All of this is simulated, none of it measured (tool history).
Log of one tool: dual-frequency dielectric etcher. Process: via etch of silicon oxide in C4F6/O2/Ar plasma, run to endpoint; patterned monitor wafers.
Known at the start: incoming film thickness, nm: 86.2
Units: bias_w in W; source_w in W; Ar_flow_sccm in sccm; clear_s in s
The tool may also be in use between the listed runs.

run	hour	bias_w	source_w	Ar_flow_sccm	clear_s
1	0.0	496	340	299	18.919
2	8.4	496	380	299	17.726
3	10.5	461	360	302	18.860
4	15.6	461	420	302	17.444
5	19.4	426	400	307	18.842
6	24.0	491	400	307	17.592
7	29.3	491	400	307	17.603
8	38.3	454	390	312	18.447
9	44.3	423	380	315	18.943
10	53.3	324	320	342	24.119

The next listed run, before its measurement:
11	58.5	397	330	340	?

{"run 11": {"clear_s": 21.283}}

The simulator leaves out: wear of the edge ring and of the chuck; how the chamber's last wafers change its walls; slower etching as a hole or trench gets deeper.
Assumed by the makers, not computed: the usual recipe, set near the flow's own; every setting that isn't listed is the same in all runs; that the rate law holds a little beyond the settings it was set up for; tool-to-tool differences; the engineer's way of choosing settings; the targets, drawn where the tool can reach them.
